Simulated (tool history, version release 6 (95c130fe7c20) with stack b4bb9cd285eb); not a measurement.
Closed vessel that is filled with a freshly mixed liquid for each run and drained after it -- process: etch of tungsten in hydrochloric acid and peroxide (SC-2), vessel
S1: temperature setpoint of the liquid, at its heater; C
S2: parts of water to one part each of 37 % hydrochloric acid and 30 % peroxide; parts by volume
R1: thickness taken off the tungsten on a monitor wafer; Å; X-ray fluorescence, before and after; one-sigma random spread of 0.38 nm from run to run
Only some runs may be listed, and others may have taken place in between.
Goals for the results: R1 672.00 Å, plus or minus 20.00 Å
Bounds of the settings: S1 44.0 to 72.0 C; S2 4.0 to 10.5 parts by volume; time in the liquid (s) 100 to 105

run 1 hour=0.0 | S1=60.0 S2=5.5 time_in_the_liquid_(s)=100 | R1=530.21
run 2 hour=5.4 | S1=64.5 S2=5.5 time_in_the_liquid_(s)=100 | R1=700.41
run 3 hour=10.7 | S1=58.0 S2=5.5 time_in_the_liquid_(s)=100 | R1=460.07
run 4 hour=17.6 | S1=60.5 S2=5.5 time_in_the_liquid_(s)=100 | R1=544.68
run 5 hour=19.1 | S1=54.0 S2=5.5 time_in_the_liquid_(s)=100 | R1=357.24
run 6 hour=28.1 | S1=54.0 S2=4.0 time_in_the_liquid_(s)=100 | R1=447.34
run 7 hour=31.2 | S1=55.5 S2=4.0 time_in_the_liquid_(s)=100 | R1=495.49
run 8 hour=38.3 | S1=56.5 S2=4.0 time_in_the_liquid_(s)=100 | R1=528.60
run 9 hour=39.7 | S1=57.5 S2=4.0 time_in_the_liquid_(s)=100 | R1=565.43
run 10 hour=44.8 | S1=58.0 S2=4.0 time_in_the_liquid_(s)=100 | R1=574.18
run 11 hour=50.7 | S1=58.5 S2=4.0 time_in_the_liquid_(s)=100 | R1=595.48
run 12 hour=54.7 | S1=61.0 S2=4.0 time_in_the_liquid_(s)=100 | R1=698.24

Consider the 4 candidate settings below. Which is the only one whose results all fall within their allowed miss of target?
run A hour=58.7 | S1=60.5 S2=4.0 time_in_the_liquid_(s)=100 | R1=?
run B hour=58.7 | S1=60.5 S2=4.5 time_in_the_liquid_(s)=100 | R1=?
run C hour=58.7 | S1=63.5 S2=6.0 time_in_the_liquid_(s)=105 | R1=?
run D hour=58.7 | S1=58.5 S2=4.0 time_in_the_liquid_(s)=105 | R1=?

move=A R1=677.57
move=B R1=625.45
move=C R1=642.64
move=D R1=627.32
A: every result within its allowed miss
B: takes the biggest miss from the last run beyond its target
C: takes the biggest miss from the last run beyond its target
D: takes the biggest miss from the last run beyond its target
Move A is the one to make.
